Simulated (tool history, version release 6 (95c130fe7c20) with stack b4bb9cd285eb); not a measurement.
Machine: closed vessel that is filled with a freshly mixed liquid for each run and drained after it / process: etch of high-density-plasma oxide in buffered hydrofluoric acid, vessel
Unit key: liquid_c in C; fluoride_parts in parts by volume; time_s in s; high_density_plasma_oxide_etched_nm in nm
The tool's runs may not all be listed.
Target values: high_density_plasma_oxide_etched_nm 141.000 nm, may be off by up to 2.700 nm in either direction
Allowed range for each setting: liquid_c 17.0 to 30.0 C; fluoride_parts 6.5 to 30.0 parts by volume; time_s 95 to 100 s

run,hour,liquid_c,fluoride_parts,time_s,high_density_plasma_oxide_etched_nm
1,0.0,22.0,18.5,95,62.192
2,3.9,23.5,17.0,95,73.770
3,5.4,26.5,17.0,95,86.237
4,11.0,26.5,17.0,100,92.331
5,12.6,24.5,17.0,100,82.383
6,19.4,27.5,17.0,100,96.137
7,27.0,28.0,16.0,100,104.560
8,33.8,28.5,15.5,100,110.770

4 next moves are on the table. One of them brings every result within its allowed miss. Which?
A,40.6,30.0,11.5,100,?
B,40.6,28.5,11.5,95,?
C,40.6,21.5,7.0,100,?
D,40.6,30.0,12.0,100,?

move,high_density_plasma_oxide_etched_nm
A,160.230
B,140.640
C,162.830
D,153.710
A: carries the result that was furthest off beyond its target, to the other side
B: meets every target
C: carries the result that was furthest off beyond its target, to the other side
D: carries the result that was furthest off beyond its target, to the other side
Move B is the one to make.
